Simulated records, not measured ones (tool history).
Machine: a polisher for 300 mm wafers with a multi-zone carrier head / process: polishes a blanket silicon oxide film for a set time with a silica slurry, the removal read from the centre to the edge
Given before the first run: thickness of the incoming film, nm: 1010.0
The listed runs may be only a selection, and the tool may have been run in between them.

run  hour  flow of slurry (ml/min)  pressure of the head's centre zone  pressure of the head's middle zone  pressure of the head's edge zone  abrasive content of the slurry  polishing time (s)  film removed at the wafer's centre (Å)  film removed at mid-radius (Å)  film removed at the wafer's edge (Å)
  1   0.0                      150                                1.00                                1.00                              1.00                            1.00                  52                                  2427.3                          2377.9                                2445.2
  2   1.7                      120                                1.00                                1.00                              1.00                            1.00                  52                                  2275.5                          2306.8                                2361.7
  3   5.5                      120                                1.05                                1.00                              1.00                            1.00                  52                                  2386.9                          2283.4                                2267.5
  4  12.5                      145                                1.06                                1.01                              1.02                            1.05                  52                                  2514.2                          2445.8                                2455.5
  5  20.9                      145                                1.06                                1.01                              0.96                            1.05                  52                                  2572.7                          2452.8                                2431.2
  6  24.0                      145                                1.06                                1.01                              0.96                            1.05                  48                                  2355.1                          2257.2                                2272.5

Run 7 comes next. What will it give?
  7  30.1                      165                                1.10                                1.01                              0.95                            1.10                  48                                       ?                               ?                                     ?

film removed at the wafer's centre (Å): 2572.4
film removed at mid-radius (Å): 2362.7
film removed at the wafer's edge (Å): 2282.6

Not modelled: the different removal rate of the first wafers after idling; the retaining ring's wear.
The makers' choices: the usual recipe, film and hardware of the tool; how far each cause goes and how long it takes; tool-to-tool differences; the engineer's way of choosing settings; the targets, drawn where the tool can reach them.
